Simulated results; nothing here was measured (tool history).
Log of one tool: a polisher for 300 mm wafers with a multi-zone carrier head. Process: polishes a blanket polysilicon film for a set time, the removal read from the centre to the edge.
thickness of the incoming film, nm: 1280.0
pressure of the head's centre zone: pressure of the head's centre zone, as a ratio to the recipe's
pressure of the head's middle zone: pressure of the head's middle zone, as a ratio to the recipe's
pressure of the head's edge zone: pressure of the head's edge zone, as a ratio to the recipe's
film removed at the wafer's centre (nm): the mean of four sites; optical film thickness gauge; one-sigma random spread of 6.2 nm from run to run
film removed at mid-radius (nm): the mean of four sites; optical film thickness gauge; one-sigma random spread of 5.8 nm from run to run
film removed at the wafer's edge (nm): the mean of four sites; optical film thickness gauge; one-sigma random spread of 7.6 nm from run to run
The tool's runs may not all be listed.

run	hour	flow of slurry (ml/min)	pressure of the head's centre zone	pressure of the head's middle zone	pressure of the head's edge zone	polishing time (s)	film removed at the wafer's centre (nm)	film removed at mid-radius (nm)	film removed at the wafer's edge (nm)
1	0.0	285	1.00	1.00	1.00	55	465.15	465.16	454.65
2	6.2	320	1.00	1.00	1.00	55	472.84	467.68	465.04
3	9.4	330	1.03	1.03	1.01	58	512.71	511.69	491.73
4	14.2	330	1.03	1.03	1.01	71	625.68	623.41	588.14
5	16.9	395	1.03	1.03	1.01	71	649.66	630.12	589.08
6	18.9	395	1.03	1.08	1.01	71	652.56	660.16	597.58
7	26.6	400	1.05	1.08	1.02	71	655.08	655.13	610.09
8	33.1	405	1.07	1.09	1.01	71	677.03	669.57	600.10
9	34.8	405	1.08	1.09	1.01	71	670.63	661.52	609.00
10	39.0	410	1.10	1.09	1.00	71	700.19	656.97	598.78

Predict the results of run 11:
11	42.1	410	1.11	1.10	1.00	71	?	?	?

Logged for run 11: film removed at the wafer's centre (nm) 688.85, film removed at mid-radius (nm) 665.40, film removed at the wafer's edge (nm) 609.47.
